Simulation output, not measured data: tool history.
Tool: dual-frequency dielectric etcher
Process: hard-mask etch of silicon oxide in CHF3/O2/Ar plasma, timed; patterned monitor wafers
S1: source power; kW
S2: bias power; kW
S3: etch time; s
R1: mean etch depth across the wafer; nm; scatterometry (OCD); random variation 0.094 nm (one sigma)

Run 1, hour 0.0: S1 0.550 kW, S2 0.169 kW, S3 18.0 s. Result: R1 34.767 nm.
Run 2, hour 4.7: S1 0.590 kW, S2 0.169 kW, S3 18.0 s. Result: R1 35.632 nm.
Run 3, hour 11.6: S1 0.570 kW, S2 0.166 kW, S3 18.0 s. Result: R1 34.989 nm.
Run 4, hour 20.4: S1 0.550 kW, S2 0.163 kW, S3 18.0 s. Result: R1 34.592 nm.
Run 5, hour 25.9: S1 0.650 kW, S2 0.163 kW, S3 18.0 s. Result: R1 36.489 nm.
Run 6, hour 28.7: S1 0.650 kW, S2 0.181 kW, S3 18.0 s. Result: R1 37.848 nm.
Run 7, hour 29.8: S1 0.540 kW, S2 0.147 kW, S3 17.0 s. Result: R1 30.887 nm.

Run 8 comes next. What will it give?
Run 8, hour 37.6: S1 0.540 kW, S2 0.146 kW, S3 17.0 s. Result: R1 ?.

Run 8 gave R1 30.884 nm.
